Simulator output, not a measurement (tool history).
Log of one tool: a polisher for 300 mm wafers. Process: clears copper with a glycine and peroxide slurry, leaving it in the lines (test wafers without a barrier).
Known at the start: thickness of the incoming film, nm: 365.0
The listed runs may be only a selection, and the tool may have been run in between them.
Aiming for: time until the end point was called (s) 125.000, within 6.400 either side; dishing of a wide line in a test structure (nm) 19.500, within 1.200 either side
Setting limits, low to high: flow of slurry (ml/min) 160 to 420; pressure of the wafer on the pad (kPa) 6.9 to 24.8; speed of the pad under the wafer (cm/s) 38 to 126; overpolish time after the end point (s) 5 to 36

run	hour	flow of slurry (ml/min)	pressure of the wafer on the pad (kPa)	speed of the pad under the wafer (cm/s)	overpolish time after the end point (s)	time until the end point was called (s)	dishing of a wide line in a test structure (nm)
1	0.0	270	15.9	82	18	85.935	47.512
2	6.2	270	15.2	80	16	90.865	39.796
3	7.1	270	13.8	80	15	94.892	36.019
4	9.3	270	13.8	70	15	106.540	32.925
5	10.5	270	17.2	70	15	89.724	39.127
# hour 14.7: worn pad replaced by a new one
6	14.7	210	17.2	70	15	86.868	38.289
7	22.0	210	15.9	70	14	92.679	36.467
8	28.9	210	14.5	70	12	95.498	29.450
9	30.1	210	13.1	70	12	106.990	27.428
10	38.8	210	12.4	70	11	111.850	24.671
11	42.3	210	12.4	70	11	110.840	23.608
12	45.2	210	11.7	70	11	112.910	22.802
13	49.4	210	11.0	70	11	119.390	22.458

Below are 5 possible settings for the next run. Only one of them brings all results inside the allowed miss of their targets. Which is it?
A	53.6	165	9.7	68	12	?	?
B	53.6	160	15.9	46	14	?	?
C	53.6	175	9.0	80	10	?	?
D	53.6	235	10.3	72	12	?	?
E	53.6	220	9.0	76	13	?	?

move	time until the end point was called (s)	dishing of a wide line in a test structure (nm)
A	133.120	22.049
B	124.910	27.414
C	125.300	19.591
D	119.340	24.404
E	126.960	24.727
A: nearer than the last run, and not there yet
B: further off than the last run
C: in spec on every target
D: further off than the last run
E: further off than the last run
Answer: C
